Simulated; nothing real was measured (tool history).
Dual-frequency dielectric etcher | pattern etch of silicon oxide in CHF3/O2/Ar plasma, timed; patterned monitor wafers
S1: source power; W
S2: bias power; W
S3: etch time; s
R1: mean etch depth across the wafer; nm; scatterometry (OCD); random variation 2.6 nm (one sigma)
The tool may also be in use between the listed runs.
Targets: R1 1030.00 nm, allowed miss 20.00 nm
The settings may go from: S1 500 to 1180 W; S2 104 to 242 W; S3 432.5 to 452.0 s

run 1 hour=0.0 | S1=840 S2=173 S3=432.5 | R1=952.06
run 2 hour=5.2 | S1=860 S2=174 S3=432.5 | R1=959.57
run 3 hour=12.5 | S1=860 S2=145 S3=432.5 | R1=887.74
run 4 hour=20.0 | S1=860 S2=145 S3=452.0 | R1=929.87
run 5 hour=24.5 | S1=880 S2=146 S3=452.0 | R1=940.80
-- hour=33.2 source power generator calibrated
run 6 hour=33.2 | S1=1000 S2=146 S3=452.0 | R1=968.79
run 7 hour=36.0 | S1=1010 S2=148 S3=452.0 | R1=981.65
run 8 hour=37.3 | S1=1010 S2=148 S3=452.0 | R1=974.87
run 9 hour=38.9 | S1=1020 S2=149 S3=452.0 | R1=982.88
run 10 hour=45.8 | S1=1030 S2=150 S3=452.0 | R1=990.68

5 next moves are on the table. One of them brings every result within its allowed miss. Which?
run A hour=52.7 | S1=1030 S2=161 S3=434.0 | R1=?
run B hour=52.7 | S1=1020 S2=184 S3=452.0 | R1=?
run C hour=52.7 | S1=1180 S2=176 S3=436.0 | R1=?
run D hour=52.7 | S1=1050 S2=181 S3=451.0 | R1=?
run E hour=52.7 | S1=1100 S2=159 S3=452.0 | R1=?

move=A R1=983.76
move=B R1=1080.00
move=C R1=1075.00
move=D R1=1080.80
move=E R1=1042.60
A: further off than the last run
B: takes the result that was furthest off past its target
C: takes the result that was furthest off past its target
D: takes the result that was furthest off past its target
E: meets every target
The right move is E.
